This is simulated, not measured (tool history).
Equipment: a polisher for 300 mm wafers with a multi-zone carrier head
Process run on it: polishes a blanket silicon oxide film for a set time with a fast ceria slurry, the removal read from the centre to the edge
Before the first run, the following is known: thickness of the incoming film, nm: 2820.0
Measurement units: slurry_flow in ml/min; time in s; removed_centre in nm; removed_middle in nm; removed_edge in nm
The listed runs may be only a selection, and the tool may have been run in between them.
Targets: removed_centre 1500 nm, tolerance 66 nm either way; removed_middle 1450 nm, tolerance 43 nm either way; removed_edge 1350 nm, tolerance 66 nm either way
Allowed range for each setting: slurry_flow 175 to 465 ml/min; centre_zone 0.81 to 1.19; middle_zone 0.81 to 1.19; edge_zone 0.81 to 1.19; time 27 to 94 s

| run | hour | slurry_flow | centre_zone | middle_zone | edge_zone | time | removed_centre | removed_middle | removed_edge |
|---|---|---|---|---|---|---|---|---|---|
| 1 | 0 | 295 | 1 | 1 | 1 | 60 | 1107 | 1076.9 | 1089.4 |
| 2 | 8 | 300 | 1.03 | 1.04 | 1.02 | 62 | 1192.8 | 1173.1 | 1138 |
| 3 | 15.3 | 300 | 1.03 | 1.04 | 1.02 | 71 | 1364.9 | 1317 | 1345 |
| 4 | 23.8 | 310 | 1.05 | 1.06 | 1.02 | 71 | 1406.7 | 1358.3 | 1325.8 |
| 5 | 32.6 | 310 | 1.05 | 1.06 | 1.02 | 81 | 1545.6 | 1533.7 | 1462.8 |
| 6 | 34.3 | 310 | 1.05 | 1.05 | 1 | 81 | 1568.6 | 1523.3 | 1490.2 |
| 7 | 40.7 | 310 | 1.05 | 1.05 | 0.97 | 80 | 1553.1 | 1509.2 | 1433.5 |
| 8 | 47.9 | 310 | 1.05 | 1.05 | 0.96 | 80 | 1511.5 | 1504.1 | 1449.6 |

Of the 4 settings listed for the next run, only one would bring every result within its allowed miss of target. Which one?
| A | 55.1 | 265 | 1.04 | 1.09 | 0.92 | 71 | ? | ? | ? |
| B | 55.1 | 235 | 0.96 | 0.91 | 0.97 | 88 | ? | ? | ? |
| C | 55.1 | 385 | 1.1 | 1.11 | 1.01 | 72 | ? | ? | ? |
| D | 55.1 | 330 | 1.18 | 1.18 | 0.94 | 69 | ? | ? | ? |

| move | removed_centre | removed_middle | removed_edge |
|---|---|---|---|
| A | 1302.6 | 1358.9 | 1217.3 |
| B | 1455.4 | 1418.8 | 1528.2 |
| C | 1470.8 | 1464.7 | 1335.3 |
| D | 1486.1 | 1454.8 | 1219.9 |
A: takes the result that was furthest off past its target
B: further off than the last run
C: every result within its allowed miss
D: takes the result that was furthest off past its target
The move that meets every target is C.

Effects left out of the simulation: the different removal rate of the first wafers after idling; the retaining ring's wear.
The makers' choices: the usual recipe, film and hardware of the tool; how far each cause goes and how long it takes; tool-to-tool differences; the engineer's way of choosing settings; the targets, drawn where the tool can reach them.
